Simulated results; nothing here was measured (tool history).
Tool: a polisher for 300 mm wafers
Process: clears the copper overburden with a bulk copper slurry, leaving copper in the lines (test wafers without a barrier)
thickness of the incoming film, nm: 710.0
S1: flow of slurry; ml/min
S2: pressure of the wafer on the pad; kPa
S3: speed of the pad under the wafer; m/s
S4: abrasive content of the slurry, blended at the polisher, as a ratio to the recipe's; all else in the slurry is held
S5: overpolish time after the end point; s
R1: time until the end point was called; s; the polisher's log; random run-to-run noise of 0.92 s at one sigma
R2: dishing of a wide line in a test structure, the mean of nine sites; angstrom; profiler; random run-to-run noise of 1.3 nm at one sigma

run  hour   S1    S2    S3   S4  S5       R1       R2
  1   0.0  285  17.9  0.88  1.0  15   98.584   609.25
  2   0.8  285  20.0  0.92  1.0  17   83.680   757.39
  3   2.0  285  20.0  0.74  1.0  17  105.080   655.64
  4   9.4  260  20.0  0.74  1.0  17  103.100   655.40
     16.9  -- head pressure recalibrated
  5  16.9  195  20.0  0.74  1.0  17  103.590   656.57
  6  24.0  195  21.4  0.80  1.0  18   87.869   783.10
  7  29.8  195  22.8  0.82  1.0  19   84.247   839.54
  8  37.4  195  24.1  0.88  1.0  20   71.289   954.51
  9  45.6  195  24.8  0.90  1.0  21   67.952   993.75
 10  47.8  195  25.5  0.92  1.0  22   66.743  1071.80

Run 11 comes next. What will it give?
 11  52.1  195  26.2  0.94  1.0  22   ?   ?

R1: 61.999 s
R2: 1100.30 angstrom

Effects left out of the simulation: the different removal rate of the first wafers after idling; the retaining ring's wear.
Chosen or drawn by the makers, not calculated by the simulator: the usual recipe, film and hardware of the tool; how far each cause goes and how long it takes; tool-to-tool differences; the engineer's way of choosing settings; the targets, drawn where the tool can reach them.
